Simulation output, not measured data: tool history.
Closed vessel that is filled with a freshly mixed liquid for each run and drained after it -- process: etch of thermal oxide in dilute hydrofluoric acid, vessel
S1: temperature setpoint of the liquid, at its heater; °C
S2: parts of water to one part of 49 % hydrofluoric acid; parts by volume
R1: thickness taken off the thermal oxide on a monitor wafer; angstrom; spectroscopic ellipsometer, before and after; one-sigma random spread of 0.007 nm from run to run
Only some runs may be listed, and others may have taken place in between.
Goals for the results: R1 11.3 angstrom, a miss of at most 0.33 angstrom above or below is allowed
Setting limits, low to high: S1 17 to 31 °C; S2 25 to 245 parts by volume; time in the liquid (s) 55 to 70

run 1 hour=0 | S1=23 S2=135 time_in_the_liquid_(s)=70 | R1=19.081
run 2 hour=6.6 | S1=21 S2=145 time_in_the_liquid_(s)=70 | R1=16.155
run 3 hour=8.9 | S1=19.5 S2=155 time_in_the_liquid_(s)=70 | R1=14.114
run 4 hour=14.9 | S1=18.5 S2=160 time_in_the_liquid_(s)=70 | R1=13.18
run 5 hour=23.1 | S1=18.5 S2=145 time_in_the_liquid_(s)=70 | R1=14.424
run 6 hour=24.6 | S1=18.5 S2=120 time_in_the_liquid_(s)=70 | R1=18.131
run 7 hour=30.5 | S1=18 S2=135 time_in_the_liquid_(s)=70 | R1=15.707
run 8 hour=39.1 | S1=17.5 S2=145 time_in_the_liquid_(s)=70 | R1=14.062
run 9 hour=46.5 | S1=17.5 S2=155 time_in_the_liquid_(s)=70 | R1=12.991
run 10 hour=55.7 | S1=17.5 S2=160 time_in_the_liquid_(s)=70 | R1=12.587
run 11 hour=63 | S1=17.5 S2=165 time_in_the_liquid_(s)=70 | R1=11.989

Below are 5 possible settings for the next run. Only one of them brings all results inside the allowed miss of their targets. Which is it?
run A hour=70.3 | S1=19 S2=170 time_in_the_liquid_(s)=70 | R1=?
run B hour=70.3 | S1=17.5 S2=160 time_in_the_liquid_(s)=70 | R1=?
run C hour=70.3 | S1=20 S2=180 time_in_the_liquid_(s)=60 | R1=?
run D hour=70.3 | S1=17 S2=150 time_in_the_liquid_(s)=55 | R1=?
run E hour=70.3 | S1=17.5 S2=165 time_in_the_liquid_(s)=65 | R1=?

move=A R1=12.482
move=B R1=12.611
move=C R1=10.407
move=D R1=10.456
move=E R1=11.3
A: its largest miss is bigger than the last run's
B: its largest miss is bigger than the last run's
C: takes the biggest miss from the last run beyond its target
D: takes the biggest miss from the last run beyond its target
E: all results land within tolerance of their targets
The right move is E.
